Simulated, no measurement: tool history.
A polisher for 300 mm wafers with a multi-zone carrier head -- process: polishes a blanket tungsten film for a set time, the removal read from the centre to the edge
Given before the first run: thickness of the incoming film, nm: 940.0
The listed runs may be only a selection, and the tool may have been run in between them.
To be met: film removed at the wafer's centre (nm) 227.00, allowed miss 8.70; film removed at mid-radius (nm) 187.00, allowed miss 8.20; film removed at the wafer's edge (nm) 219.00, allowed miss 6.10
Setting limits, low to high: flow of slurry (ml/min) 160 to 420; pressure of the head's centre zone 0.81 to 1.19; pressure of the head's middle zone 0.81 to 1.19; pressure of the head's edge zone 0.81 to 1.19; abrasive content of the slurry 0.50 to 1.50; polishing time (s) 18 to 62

run	hour	flow of slurry (ml/min)	pressure of the head's centre zone	pressure of the head's middle zone	pressure of the head's edge zone	abrasive content of the slurry	polishing time (s)	film removed at the wafer's centre (nm)	film removed at mid-radius (nm)	film removed at the wafer's edge (nm)
1	0.0	270	1.00	1.00	1.00	1.00	40	166.70	179.42	176.71
2	7.7	270	1.00	1.00	0.92	1.00	40	164.42	177.50	170.13
3	12.2	270	1.00	1.00	0.92	1.00	47	191.94	209.94	201.10
4	14.0	270	1.00	1.00	0.92	1.00	44	182.53	196.99	185.42
5	20.5	270	1.00	1.00	0.92	0.90	44	173.46	192.48	177.50
6	21.5	270	1.00	1.00	0.89	0.90	44	175.43	192.78	176.86
7	30.1	275	1.03	0.98	0.94	0.95	44	186.60	188.27	187.88
8	30.8	285	1.05	0.98	0.97	0.95	44	188.25	191.31	187.70
9	38.4	285	1.07	0.96	1.00	1.00	44	196.91	193.57	196.73
10	43.2	285	1.09	0.94	1.02	1.00	44	197.49	186.40	197.30
11	50.9	290	1.11	0.93	1.04	1.05	44	206.05	194.02	200.26
12	54.4	295	1.13	0.91	1.07	1.05	44	210.36	187.59	205.38
13	59.5	295	1.13	0.91	1.07	1.05	44	210.64	189.18	204.56
14	66.3	300	1.14	0.90	1.09	1.05	44	214.40	184.97	206.44
# hour 71.6: centre zone pressure recalibrated
15	71.6	305	1.15	0.90	1.11	1.05	44	233.25	183.25	207.95

Which of these 5 next moves meets every target?
A	76.9	255	1.15	0.90	1.18	1.10	42	?	?	?
B	76.9	250	1.12	0.93	1.11	1.15	42	?	?	?
C	76.9	290	1.10	0.81	1.10	1.20	43	?	?	?
D	76.9	300	1.07	0.83	1.04	1.05	47	?	?	?
E	76.9	340	1.19	0.97	1.04	1.10	40	?	?	?

move	film removed at the wafer's centre (nm)	film removed at mid-radius (nm)	film removed at the wafer's edge (nm)
A	219.62	180.71	206.15
B	216.56	188.12	202.34
C	225.06	177.48	212.35
D	229.52	189.79	216.16
E	224.15	188.97	188.36
A: further off than the last run
B: further off than the last run
C: closer than the last run, but not yet in spec
D: every result lands within tolerance
E: further off than the last run
Move D is the one to make.
